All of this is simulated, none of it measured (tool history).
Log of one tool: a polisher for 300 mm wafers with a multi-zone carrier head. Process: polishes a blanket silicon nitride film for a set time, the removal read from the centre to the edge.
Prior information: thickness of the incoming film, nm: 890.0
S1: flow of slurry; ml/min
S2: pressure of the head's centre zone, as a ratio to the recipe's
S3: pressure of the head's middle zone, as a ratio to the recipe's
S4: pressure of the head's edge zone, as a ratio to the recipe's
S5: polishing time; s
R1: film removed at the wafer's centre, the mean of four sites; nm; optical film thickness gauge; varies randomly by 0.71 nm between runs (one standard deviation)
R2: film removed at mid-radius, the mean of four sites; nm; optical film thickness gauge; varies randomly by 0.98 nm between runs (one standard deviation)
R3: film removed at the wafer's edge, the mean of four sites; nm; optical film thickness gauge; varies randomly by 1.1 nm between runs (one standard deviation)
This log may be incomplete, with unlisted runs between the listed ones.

run	day	S1	S2	S3	S4	S5	R1	R2	R3
1	0.000	275	1.00	1.00	1.00	34	71.488	71.305	69.258
2	0.104	280	0.99	1.03	1.04	37	76.444	78.063	76.448
3	0.304	280	1.05	1.03	1.04	37	80.032	76.760	75.980
4	0.604	280	1.05	0.97	1.04	37	80.721	77.235	76.654
5	0.738	280	1.05	0.97	1.04	40	88.014	81.311	83.586
6	0.808	300	1.01	1.03	1.05	42	89.884	89.428	87.001

The next listed run, before its measurement:
7	1.021	300	0.98	1.05	1.07	44	?	?	?

R1: 91.288 nm
R2: 94.969 nm
R3: 92.343 nm
